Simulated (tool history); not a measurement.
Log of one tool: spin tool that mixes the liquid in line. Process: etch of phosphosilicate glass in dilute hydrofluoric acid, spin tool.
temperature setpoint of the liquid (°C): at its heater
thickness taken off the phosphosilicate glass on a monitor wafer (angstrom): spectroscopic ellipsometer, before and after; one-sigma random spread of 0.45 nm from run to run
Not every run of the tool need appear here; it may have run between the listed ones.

run,hour,temperature setpoint of the liquid (°C),parts of water to one part of 49 % hydrofluoric acid (parts by volume),time under the liquid (s),thickness taken off the phosphosilicate glass on a monitor wafer (angstrom)
1,0.0,24,80,15,237.28
2,3.9,22,80,15,219.37
3,11.8,22,80,15,219.25
4,15.9,23,75,15,247.88
5,18.8,24,70,15,275.27
6,26.3,22,70,15,250.39
7,33.5,23,70,15,263.71

Expected results for the next run?
8,35.9,24,70,15,?

thickness taken off the phosphosilicate glass on a monitor wafer (angstrom): 271.35
